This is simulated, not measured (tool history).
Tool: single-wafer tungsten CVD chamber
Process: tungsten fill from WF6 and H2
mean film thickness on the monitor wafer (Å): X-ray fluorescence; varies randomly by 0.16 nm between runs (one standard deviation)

run	hour	heater temperature setpoint (K)	chamber pressure (Pa)	deposition time (s)	mean film thickness on the monitor wafer (Å)
1	0.0	648.15	6973	9.4	196.85
2	2.5	648.15	7933	9.4	204.49
3	7.1	638.15	7933	9.4	170.64
4	14.9	646.15	8013	9.4	200.63
5	19.3	651.15	8053	9.4	219.77
6	27.6	645.15	8053	9.4	195.81
7	33.9	657.15	8226	9.4	245.45
8	35.2	659.15	8253	9.4	258.13
9	43.6	661.15	8266	9.4	264.45

What will run 10 give?
10	46.7	662.15	8279	9.4	?

Run 10 came out at mean film thickness on the monitor wafer (Å) 267.02.
